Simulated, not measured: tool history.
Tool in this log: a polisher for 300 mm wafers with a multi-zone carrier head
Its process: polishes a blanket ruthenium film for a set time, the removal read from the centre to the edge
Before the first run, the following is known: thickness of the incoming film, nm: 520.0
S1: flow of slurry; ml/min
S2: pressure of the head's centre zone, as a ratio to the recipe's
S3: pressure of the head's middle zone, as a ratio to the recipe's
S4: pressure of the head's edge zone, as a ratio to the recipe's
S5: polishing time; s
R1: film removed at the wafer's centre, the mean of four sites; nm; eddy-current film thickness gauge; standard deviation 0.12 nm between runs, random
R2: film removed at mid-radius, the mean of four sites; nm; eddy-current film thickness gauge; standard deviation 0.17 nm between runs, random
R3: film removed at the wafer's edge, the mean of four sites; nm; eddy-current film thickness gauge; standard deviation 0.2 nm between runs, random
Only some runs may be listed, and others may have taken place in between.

run	hour	S1	S2	S3	S4	S5	R1	R2	R3
1	0.0	240	1.00	1.00	1.00	33	21.670	22.618	23.078
2	0.6	240	1.00	1.00	1.00	27	17.925	18.267	18.895
3	4.7	240	1.00	1.00	1.00	34	22.641	23.492	23.697
4	12.7	240	1.00	1.00	1.05	34	22.812	23.180	24.564
5	14.9	245	1.00	1.02	1.00	31	20.600	21.627	21.566
6	20.8	255	1.00	1.03	0.96	29	19.037	20.366	20.018
7	27.0	240	1.01	1.05	0.93	28	18.766	19.950	18.629
8	34.2	225	1.00	1.06	0.90	27	17.636	19.210	17.603

Expected results for the next run?
9	40.6	215	1.00	1.07	0.88	26	?	?	?

R1: 17.095 nm
R2: 18.748 nm
R3: 16.966 nm

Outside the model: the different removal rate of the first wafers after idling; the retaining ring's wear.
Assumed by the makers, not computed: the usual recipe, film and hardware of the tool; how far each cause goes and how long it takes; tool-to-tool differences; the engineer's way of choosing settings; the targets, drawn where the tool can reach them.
